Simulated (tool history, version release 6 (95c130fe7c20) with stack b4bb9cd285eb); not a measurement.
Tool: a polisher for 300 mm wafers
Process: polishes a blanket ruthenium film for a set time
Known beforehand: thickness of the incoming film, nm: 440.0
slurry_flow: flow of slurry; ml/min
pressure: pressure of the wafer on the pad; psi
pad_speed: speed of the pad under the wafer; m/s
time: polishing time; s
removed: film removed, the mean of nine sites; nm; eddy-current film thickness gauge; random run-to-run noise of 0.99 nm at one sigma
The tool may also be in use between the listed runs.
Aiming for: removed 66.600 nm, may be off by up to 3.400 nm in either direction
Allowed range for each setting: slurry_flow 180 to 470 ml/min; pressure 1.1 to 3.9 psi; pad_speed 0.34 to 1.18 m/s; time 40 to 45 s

Run 1, hour 0.0: slurry_flow 300 ml/min, pressure 2.5 psi, pad_speed 0.76 m/s, time 45 s. Result: removed 38.905 nm.
Run 2, hour 1.6: slurry_flow 300 ml/min, pressure 2.1 psi, pad_speed 0.76 m/s, time 45 s. Result: removed 33.025 nm.
Run 3, hour 10.0: slurry_flow 300 ml/min, pressure 2.6 psi, pad_speed 0.78 m/s, time 45 s. Result: removed 40.481 nm.
Run 4, hour 17.8: slurry_flow 300 ml/min, pressure 2.6 psi, pad_speed 0.90 m/s, time 45 s. Result: removed 47.223 nm.
Run 5, hour 24.7: slurry_flow 300 ml/min, pressure 2.9 psi, pad_speed 0.90 m/s, time 45 s. Result: removed 53.836 nm.
Run 6, hour 31.8: slurry_flow 300 ml/min, pressure 3.1 psi, pad_speed 0.90 m/s, time 45 s. Result: removed 55.280 nm.
Run 7, hour 33.2: slurry_flow 300 ml/min, pressure 3.3 psi, pad_speed 0.90 m/s, time 45 s. Result: removed 61.270 nm.
Run 8, hour 41.9: slurry_flow 300 ml/min, pressure 3.4 psi, pad_speed 0.90 m/s, time 45 s. Result: removed 61.501 nm.
Run 9, hour 47.3: slurry_flow 300 ml/min, pressure 3.5 psi, pad_speed 0.90 m/s, time 45 s. Result: removed 61.855 nm.

Next run, 5 choices. One meets every target within its allowed miss, the rest don't. Which?
Run A, hour 52.7: slurry_flow 295 ml/min, pressure 3.4 psi, pad_speed 0.88 m/s, time 43 s. Result: removed ?.
Run B, hour 52.7: slurry_flow 330 ml/min, pressure 3.4 psi, pad_speed 0.88 m/s, time 42 s. Result: removed ?.
Run C, hour 52.7: slurry_flow 270 ml/min, pressure 3.1 psi, pad_speed 1.06 m/s, time 42 s. Result: removed ?.
Run D, hour 52.7: slurry_flow 240 ml/min, pressure 3.2 psi, pad_speed 1.12 m/s, time 43 s. Result: removed ?.
Run E, hour 52.7: slurry_flow 255 ml/min, pressure 3.4 psi, pad_speed 0.94 m/s, time 43 s. Result: removed ?.

move  removed
   A   56.258
   B   55.480
   C   59.713
   D   65.745
   E   59.156
A: moves away from the targets compared with the last run
B: moves away from the targets compared with the last run
C: moves away from the targets compared with the last run
D: every result within its allowed miss
E: moves away from the targets compared with the last run
D is the move that brings every result within its allowed miss.
